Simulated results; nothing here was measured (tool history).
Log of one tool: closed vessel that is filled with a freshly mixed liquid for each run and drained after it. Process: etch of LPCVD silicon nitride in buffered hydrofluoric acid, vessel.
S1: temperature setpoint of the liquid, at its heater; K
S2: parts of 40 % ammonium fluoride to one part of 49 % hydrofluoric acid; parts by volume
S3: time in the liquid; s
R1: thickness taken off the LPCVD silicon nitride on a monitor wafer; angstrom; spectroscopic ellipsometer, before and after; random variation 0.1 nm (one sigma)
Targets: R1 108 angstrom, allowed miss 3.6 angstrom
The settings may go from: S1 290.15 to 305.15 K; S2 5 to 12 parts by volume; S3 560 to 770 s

run    day      S1  S2   S3      R1
  1      0  298.15   7  770  137.95
  2  0.312  297.65   7  770  132.27
  3  0.596  297.65   7  770  132.41
  4  0.929  297.15   7  770  127.24
     1.133  -- hydrofluoric acid flow meter replaced
  5  1.133  299.65   7  770   167.8
  6  1.458  299.15   7  770  164.58
  7  1.662  298.65   7  770  158.85
  8  1.896  298.15   7  770  155.99
  9  2.238  298.15   7  770   154.4
 10    2.5  297.65   7  770  151.23

5 next moves are on the table. One of them brings every result within its allowed miss. Which?
  A  2.762  295.65  7.5  595   ?
  B  2.762  299.15    9  615   ?
  C  2.762  294.65  7.5  710   ?
  D  2.762  296.65  7.5  590   ?
  E  2.762  294.65    8  710   ?

move      R1
   A  96.779
   B  99.319
   C  109.28
   D  101.37
   E  101.91
A: takes the result that was furthest off past its target
B: takes the result that was furthest off past its target
C: meets every target
D: takes the result that was furthest off past its target
E: takes the result that was furthest off past its target
Move C is the one to make.
